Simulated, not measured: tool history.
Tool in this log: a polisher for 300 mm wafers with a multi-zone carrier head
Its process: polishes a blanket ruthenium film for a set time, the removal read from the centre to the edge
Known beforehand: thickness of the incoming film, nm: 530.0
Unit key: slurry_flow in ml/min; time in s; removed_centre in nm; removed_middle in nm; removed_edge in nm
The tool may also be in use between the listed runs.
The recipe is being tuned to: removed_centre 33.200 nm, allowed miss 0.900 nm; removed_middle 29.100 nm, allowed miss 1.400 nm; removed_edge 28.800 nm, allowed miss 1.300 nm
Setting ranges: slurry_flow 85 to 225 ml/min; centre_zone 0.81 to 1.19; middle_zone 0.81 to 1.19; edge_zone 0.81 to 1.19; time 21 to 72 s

run,hour,slurry_flow,centre_zone,middle_zone,edge_zone,time,removed_centre,removed_middle,removed_edge
1,0.0,145,1.00,1.00,1.00,46,47.672,48.035,49.470
2,2.9,145,1.00,1.08,1.00,46,47.197,51.716,48.687
3,8.9,145,1.02,1.06,0.98,42,43.732,46.370,44.261
4,12.6,145,1.02,1.06,0.98,48,50.603,53.058,50.367
5,18.8,145,1.04,1.04,0.96,44,46.872,48.089,46.410
6,26.3,145,1.07,1.03,0.94,40,44.120,42.088,41.885
7,27.0,145,1.08,1.03,0.92,38,42.400,40.983,38.339
8,33.0,115,1.06,0.93,0.83,29,29.412,26.698,26.958
9,41.1,120,1.06,0.93,0.83,29,29.556,27.712,27.304
10,45.0,125,1.07,0.92,0.83,29,30.243,27.845,28.324
11,47.7,160,1.16,0.96,0.81,27,32.526,27.588,26.317
12,49.0,165,1.15,0.96,0.82,27,32.659,27.554,26.917
13,50.6,165,1.14,0.96,0.83,27,31.881,28.266,26.528
14,58.6,165,1.14,0.96,0.85,27,31.990,28.202,27.125
15,64.2,165,1.14,0.96,0.86,27,32.058,28.605,26.956
16,69.5,160,1.14,0.95,0.86,27,31.834,27.073,27.463
17,76.0,165,1.14,0.95,0.87,27,31.866,27.928,27.031
18,83.4,160,1.14,0.94,0.92,30,34.960,29.970,31.197
19,91.5,160,1.14,0.94,0.91,30,34.997,30.588,30.762
20,94.8,160,1.14,0.94,0.90,30,35.533,30.703,30.451
21,100.1,160,1.13,0.94,0.89,30,35.469,30.335,30.967
22,107.8,155,1.13,0.94,0.88,30,34.479,29.739,30.625
23,115.9,155,1.13,0.94,0.87,30,34.968,30.398,30.182
24,118.5,150,1.13,0.94,0.86,30,34.394,29.655,30.381

Pick the move, out of 4, that brings all results within their allowed miss; only one does.
A,121.1,190,0.97,0.96,0.89,30,?,?,?
B,121.1,125,1.11,1.01,0.83,29,?,?,?
C,121.1,110,1.14,0.94,0.82,31,?,?,?
D,121.1,130,1.19,0.85,0.90,30,?,?,?

move,removed_centre,removed_middle,removed_edge
A,31.379,32.071,30.872
B,31.166,29.688,27.179
C,32.768,28.829,28.224
D,34.721,26.850,29.426
A: pushes the last run's worst result past its target
B: pushes the last run's worst result past its target
C: all results land within tolerance of their targets
D: further off than the last run
So the answer is move C, the one that meets all the targets.

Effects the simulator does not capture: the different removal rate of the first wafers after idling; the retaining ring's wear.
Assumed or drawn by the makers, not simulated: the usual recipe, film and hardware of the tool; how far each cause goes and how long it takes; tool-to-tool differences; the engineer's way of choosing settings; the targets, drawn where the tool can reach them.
